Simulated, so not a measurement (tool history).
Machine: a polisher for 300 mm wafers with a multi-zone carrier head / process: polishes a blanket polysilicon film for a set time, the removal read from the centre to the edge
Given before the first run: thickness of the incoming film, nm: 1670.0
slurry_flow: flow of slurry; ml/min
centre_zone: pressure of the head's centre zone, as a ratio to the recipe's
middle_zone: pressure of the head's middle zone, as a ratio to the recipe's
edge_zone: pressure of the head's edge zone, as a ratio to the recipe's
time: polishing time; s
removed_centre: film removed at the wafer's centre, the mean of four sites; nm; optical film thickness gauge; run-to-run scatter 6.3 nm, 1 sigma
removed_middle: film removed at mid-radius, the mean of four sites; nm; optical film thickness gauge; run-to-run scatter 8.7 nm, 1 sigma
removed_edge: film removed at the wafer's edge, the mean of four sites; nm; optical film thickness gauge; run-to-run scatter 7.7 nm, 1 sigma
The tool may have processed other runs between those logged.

| run | hour | slurry_flow | centre_zone | middle_zone | edge_zone | time | removed_centre | removed_middle | removed_edge |
|---|---|---|---|---|---|---|---|---|---|
| 1 | 0 | 150 | 1 | 1 | 1 | 71 | 667.62 | 676.2 | 670.71 |
| 2 | 4.3 | 125 | 1 | 1 | 1 | 71 | 645.17 | 651.71 | 643.73 |
| 3 | 8.7 | 105 | 1 | 1 | 1 | 71 | 633.01 | 625.36 | 637.68 |
| 4 | 16 | 105 | 0.97 | 1 | 1 | 70 | 591.35 | 610.36 | 624.7 |
| 5 | 20.7 | 105 | 1 | 1 | 1 | 70 | 610.29 | 604.94 | 632.16 |
| 6 | 24.9 | 140 | 1 | 1 | 1 | 70 | 663.1 | 642 | 647.49 |

For run 7, what comes out?
| 7 | 25.6 | 135 | 0.97 | 1 | 1 | 69 | ? | ? | ? |

Run 7 gave removed_centre 619.53 nm, removed_middle 658.53 nm, removed_edge 633.05 nm.

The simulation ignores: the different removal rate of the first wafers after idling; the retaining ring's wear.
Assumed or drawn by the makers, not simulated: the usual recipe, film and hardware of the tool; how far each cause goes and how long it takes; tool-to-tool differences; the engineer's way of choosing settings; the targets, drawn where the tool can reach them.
